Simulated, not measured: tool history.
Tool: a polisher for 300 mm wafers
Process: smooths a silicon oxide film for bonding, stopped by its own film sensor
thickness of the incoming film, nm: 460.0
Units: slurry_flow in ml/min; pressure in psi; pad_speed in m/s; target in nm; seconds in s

Run 1, hour 0: slurry_flow 300 ml/min, pressure 2.8 psi, pad_speed 0.7 m/s, slurry_solids 1, target 384 nm. Result: seconds 88.272 s.
Run 2, hour 3.6: slurry_flow 300 ml/min, pressure 2.2 psi, pad_speed 0.7 m/s, slurry_solids 1, target 384 nm. Result: seconds 115.88 s.
Run 3, hour 7.3: slurry_flow 300 ml/min, pressure 2.6 psi, pad_speed 0.7 m/s, slurry_solids 1, target 384 nm. Result: seconds 96.266 s.
Run 4, hour 15.1: slurry_flow 300 ml/min, pressure 2.6 psi, pad_speed 0.7 m/s, slurry_solids 1, target 384 nm. Result: seconds 97.167 s.
Run 5, hour 18.1: slurry_flow 300 ml/min, pressure 2.6 psi, pad_speed 0.7 m/s, slurry_solids 1, target 380 nm. Result: seconds 103.25 s.
Run 6, hour 26.9: slurry_flow 300 ml/min, pressure 3 psi, pad_speed 0.72 m/s, slurry_solids 1, target 380 nm. Result: seconds 86.166 s.

The next listed run, before its measurement:
Run 7, hour 30.4: slurry_flow 300 ml/min, pressure 3.3 psi, pad_speed 0.74 m/s, slurry_solids 1, target 380 nm. Result: seconds ?.

Run 7 gave seconds 78.836 s.

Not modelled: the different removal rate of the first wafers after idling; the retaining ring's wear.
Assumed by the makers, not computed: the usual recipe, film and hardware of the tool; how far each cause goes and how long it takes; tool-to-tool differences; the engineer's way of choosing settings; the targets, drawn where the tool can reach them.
